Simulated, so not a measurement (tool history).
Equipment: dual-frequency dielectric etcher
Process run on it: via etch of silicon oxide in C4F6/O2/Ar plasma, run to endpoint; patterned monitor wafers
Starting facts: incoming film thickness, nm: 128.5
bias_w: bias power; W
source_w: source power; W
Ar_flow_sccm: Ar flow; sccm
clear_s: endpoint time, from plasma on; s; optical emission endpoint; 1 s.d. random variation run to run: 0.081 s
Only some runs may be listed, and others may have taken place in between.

{"run": 1, "hour": 0.0, "bias_w": 525, "source_w": 300, "Ar_flow_sccm": 216, "clear_s": 28.275}
{"run": 2, "hour": 1.7, "bias_w": 525, "source_w": 270, "Ar_flow_sccm": 216, "clear_s": 28.867}
{"run": 3, "hour": 5.9, "bias_w": 553, "source_w": 270, "Ar_flow_sccm": 216, "clear_s": 28.17}
{"run": 4, "hour": 13.3, "bias_w": 572, "source_w": 270, "Ar_flow_sccm": 216, "clear_s": 27.628}
{"run": 5, "hour": 18.5, "bias_w": 631, "source_w": 270, "Ar_flow_sccm": 216, "clear_s": 26.17}
{"run": 6, "hour": 20.2, "bias_w": 631, "source_w": 250, "Ar_flow_sccm": 216, "clear_s": 26.49}

Expected results for the next run?
{"run": 7, "hour": 28.6, "bias_w": 637, "source_w": 250, "Ar_flow_sccm": 216, "clear_s": "?"}

clear_s: 26.534 s
